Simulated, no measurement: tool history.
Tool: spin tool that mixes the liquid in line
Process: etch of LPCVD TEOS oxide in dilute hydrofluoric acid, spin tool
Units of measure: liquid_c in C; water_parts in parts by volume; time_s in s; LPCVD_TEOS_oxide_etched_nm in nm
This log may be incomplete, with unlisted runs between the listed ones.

| run | hour | liquid_c | water_parts | time_s | LPCVD_TEOS_oxide_etched_nm |
|---|---|---|---|---|---|
| 1 | 0.0 | 21.0 | 120 | 95 | 11.728 |
| 2 | 8.8 | 21.0 | 120 | 95 | 11.640 |
| 3 | 11.3 | 24.0 | 120 | 95 | 13.216 |
| 4 | 18.4 | 24.0 | 120 | 95 | 13.156 |
| 5 | 22.0 | 24.0 | 90 | 95 | 18.268 |
| 6 | 24.5 | 23.5 | 90 | 95 | 17.754 |
| 7 | 28.7 | 23.0 | 90 | 95 | 17.514 |

Run 8, settings as shown, results not yet in. Your forecast:
| 8 | 35.0 | 22.5 | 90 | 95 | ? |

{"run 8": {"LPCVD_TEOS_oxide_etched_nm": 17.144}}
